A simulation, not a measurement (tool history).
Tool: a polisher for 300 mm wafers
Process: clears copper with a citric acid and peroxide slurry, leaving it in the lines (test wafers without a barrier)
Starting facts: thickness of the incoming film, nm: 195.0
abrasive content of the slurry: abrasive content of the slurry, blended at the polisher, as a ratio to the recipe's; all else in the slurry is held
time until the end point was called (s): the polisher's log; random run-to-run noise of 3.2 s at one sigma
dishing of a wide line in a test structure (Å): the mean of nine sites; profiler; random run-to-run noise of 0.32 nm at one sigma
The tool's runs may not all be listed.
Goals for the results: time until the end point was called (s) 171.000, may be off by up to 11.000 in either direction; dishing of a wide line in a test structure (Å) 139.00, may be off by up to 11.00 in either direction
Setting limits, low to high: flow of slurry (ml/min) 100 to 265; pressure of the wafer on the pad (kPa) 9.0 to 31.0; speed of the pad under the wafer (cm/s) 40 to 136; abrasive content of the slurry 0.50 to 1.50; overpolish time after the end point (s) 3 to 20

run,day,flow of slurry (ml/min),pressure of the wafer on the pad (kPa),speed of the pad under the wafer (cm/s),abrasive content of the slurry,overpolish time after the end point (s),time until the end point was called (s),dishing of a wide line in a test structure (Å)
1,0.000,170,20.0,88,1.00,10,93.495,156.69
2,0.258,170,16.5,88,1.00,10,104.970,137.53
3,0.517,140,16.5,88,1.00,10,114.260,137.61
4,0.667,140,16.5,88,1.00,8,114.250,103.19
5,0.738,135,15.2,88,1.00,9,124.000,107.96
6,1.025,135,20.0,88,1.00,9,96.987,139.08
7,1.092,135,18.6,88,1.00,10,101.200,146.24
8,1.179,135,17.2,86,1.00,11,113.480,145.00
9,1.321,130,15.9,86,1.00,12,120.690,147.94
10,1.617,130,14.5,86,1.00,13,131.090,140.35
11,1.800,130,13.8,86,1.00,14,143.970,150.56

Of the 5 settings listed for the next run, only one would bring every result within its allowed miss of target. Which one?
A,1.983,135,13.8,82,1.00,11,?,?
B,1.983,260,18.6,40,1.05,16,?,?
C,1.983,100,15.9,96,1.00,13,?,?
D,1.983,100,15.2,92,1.10,14,?,?
E,1.983,125,11.0,90,1.00,18,?,?

move,time until the end point was called (s),dishing of a wide line in a test structure (Å)
A,148.310,114.10
B,176.850,138.81
C,122.630,160.67
D,130.480,162.37
E,172.520,156.94
A: closer than the last run, but not yet in spec
B: hits every target within its allowed miss
C: misses by more than the last run did
D: misses by more than the last run did
E: brings the last run's worst result on target, with another outside its allowed miss
B meets every target.
